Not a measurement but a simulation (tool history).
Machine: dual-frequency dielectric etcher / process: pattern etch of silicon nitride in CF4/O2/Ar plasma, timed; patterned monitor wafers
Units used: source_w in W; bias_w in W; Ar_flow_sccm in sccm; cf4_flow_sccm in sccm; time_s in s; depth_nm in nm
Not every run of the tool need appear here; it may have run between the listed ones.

Run 1, hour 0.0: source_w 430 W, bias_w 44 W, Ar_flow_sccm 79 sccm, cf4_flow_sccm 76 sccm, time_s 76 s. Result: depth_nm 128.11 nm.
Run 2, hour 2.1: source_w 490 W, bias_w 44 W, Ar_flow_sccm 79 sccm, cf4_flow_sccm 76 sccm, time_s 76 s. Result: depth_nm 143.16 nm.
Run 3, hour 8.3: source_w 460 W, bias_w 44 W, Ar_flow_sccm 79 sccm, cf4_flow_sccm 76 sccm, time_s 76 s. Result: depth_nm 134.35 nm.
Run 4, hour 13.3: source_w 440 W, bias_w 44 W, Ar_flow_sccm 79 sccm, cf4_flow_sccm 76 sccm, time_s 76 s. Result: depth_nm 131.24 nm.
Run 5, hour 19.5: source_w 440 W, bias_w 44 W, Ar_flow_sccm 79 sccm, cf4_flow_sccm 76 sccm, time_s 69 s. Result: depth_nm 117.97 nm.
Run 6, hour 20.1: source_w 430 W, bias_w 44 W, Ar_flow_sccm 79 sccm, cf4_flow_sccm 76 sccm, time_s 69 s. Result: depth_nm 115.95 nm.
Run 7, hour 22.9: source_w 420 W, bias_w 44 W, Ar_flow_sccm 79 sccm, cf4_flow_sccm 76 sccm, time_s 69 s. Result: depth_nm 114.16 nm.

Run 8 comes next. What will it give?
Run 8, hour 24.9: source_w 410 W, bias_w 44 W, Ar_flow_sccm 79 sccm, cf4_flow_sccm 76 sccm, time_s 69 s. Result: depth_nm ?.

{"run 8": {"depth_nm": 111.83}}

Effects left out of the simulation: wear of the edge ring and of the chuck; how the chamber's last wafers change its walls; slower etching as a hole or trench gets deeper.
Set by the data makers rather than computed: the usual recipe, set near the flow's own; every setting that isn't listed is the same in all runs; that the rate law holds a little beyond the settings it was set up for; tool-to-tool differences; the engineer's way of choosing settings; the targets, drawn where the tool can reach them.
